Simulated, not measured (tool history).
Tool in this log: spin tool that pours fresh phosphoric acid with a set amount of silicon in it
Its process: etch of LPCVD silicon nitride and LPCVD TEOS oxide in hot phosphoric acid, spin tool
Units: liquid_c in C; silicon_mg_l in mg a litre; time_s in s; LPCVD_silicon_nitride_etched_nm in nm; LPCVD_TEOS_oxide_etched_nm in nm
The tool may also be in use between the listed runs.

run  hour  liquid_c  silicon_mg_l  time_s  LPCVD_silicon_nitride_etched_nm  LPCVD_TEOS_oxide_etched_nm
  1   0.0     161.0          29.5      80                           6.2246                    0.160940
  2   1.2     161.0          41.5      80                           6.2470                    0.042220
  3   4.6     160.0          40.5      80                           5.9753                    0.050952
  4  13.1     159.5          40.5      80                           5.9115                    0.043223
  5  20.9     159.0          39.0      80                           5.8594                    0.047247
  6  23.2     157.5          39.0      80                           5.5580                    0.052585
  7  25.6     157.5          39.5      80                           5.5990                    0.028062
  8  30.1     157.5          37.0      80                           5.5459                    0.072372

Estimate the outcome of run 9 from the log above:
  9  36.3     157.5          38.0      80                                ?                           ?

{"run 9": {"LPCVD_silicon_nitride_etched_nm": 5.5666, "LPCVD_TEOS_oxide_etched_nm": 0.022976}}
